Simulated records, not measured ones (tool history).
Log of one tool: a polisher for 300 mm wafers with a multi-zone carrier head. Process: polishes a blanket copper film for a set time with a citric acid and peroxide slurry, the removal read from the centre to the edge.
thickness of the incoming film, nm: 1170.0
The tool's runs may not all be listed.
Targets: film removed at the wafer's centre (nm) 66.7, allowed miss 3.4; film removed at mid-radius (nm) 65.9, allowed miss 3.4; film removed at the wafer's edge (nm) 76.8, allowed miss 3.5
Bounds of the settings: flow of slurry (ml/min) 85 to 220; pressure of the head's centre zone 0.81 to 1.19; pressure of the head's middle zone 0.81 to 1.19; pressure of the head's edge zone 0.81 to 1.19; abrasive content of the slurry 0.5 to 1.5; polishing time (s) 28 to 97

run	hour	flow of slurry (ml/min)	pressure of the head's centre zone	pressure of the head's middle zone	pressure of the head's edge zone	abrasive content of the slurry	polishing time (s)	film removed at the wafer's centre (nm)	film removed at mid-radius (nm)	film removed at the wafer's edge (nm)
1	0	140	1	1	1	1	62	114.84	112.43	117.26
2	1.9	140	1	1	1.05	1	62	115.57	114.95	120.03
3	3.7	135	0.99	0.99	1.04	0.95	60	110.02	107.15	111.9
4	12.1	130	0.97	0.97	1.05	0.95	58	102.2	103.4	106.82
5	17.4	130	0.96	0.95	1.07	0.95	55	95.034	97.234	104.04
6	25.7	130	0.96	0.93	1.08	0.9	53	89.546	85.028	96.262
7	32.1	125	0.94	0.92	1.07	0.85	53	86.489	85.265	95.365
8	33.2	125	0.93	0.91	1.07	0.8	52	82.071	80.526	90.735
9	34.3	125	0.92	0.9	1.06	0.75	52	77.33	78.637	91.217
10	43.2	120	0.93	0.9	1.06	0.7	51	74.986	74.173	87.437
11	49.3	120	0.93	0.9	1.05	0.7	50	73.801	75.406	83.292
12	55.7	120	0.93	0.89	1.05	0.7	50	73.869	72.348	84.389

Which of these 4 next moves meets every target?
A	62.1	120	0.93	0.82	1.08	0.55	53	?	?	?
B	62.1	110	1.06	0.82	1.12	0.65	46	?	?	?
C	62.1	140	1.08	0.81	1.05	0.65	42	?	?	?
D	62.1	85	0.95	0.91	1.13	0.6	50	?	?	?

move	film removed at the wafer's centre (nm)	film removed at mid-radius (nm)	film removed at the wafer's edge (nm)
A	73.473	67.268	82.482
B	75.942	61.044	76.644
C	74.362	57.711	70.002
D	67.401	66.488	78.186
A: nearer than the last run, and not there yet
B: brings the result that was furthest off to its target, and leaves another outside
C: takes the result that was furthest off past its target
D: meets every target
Answer: D

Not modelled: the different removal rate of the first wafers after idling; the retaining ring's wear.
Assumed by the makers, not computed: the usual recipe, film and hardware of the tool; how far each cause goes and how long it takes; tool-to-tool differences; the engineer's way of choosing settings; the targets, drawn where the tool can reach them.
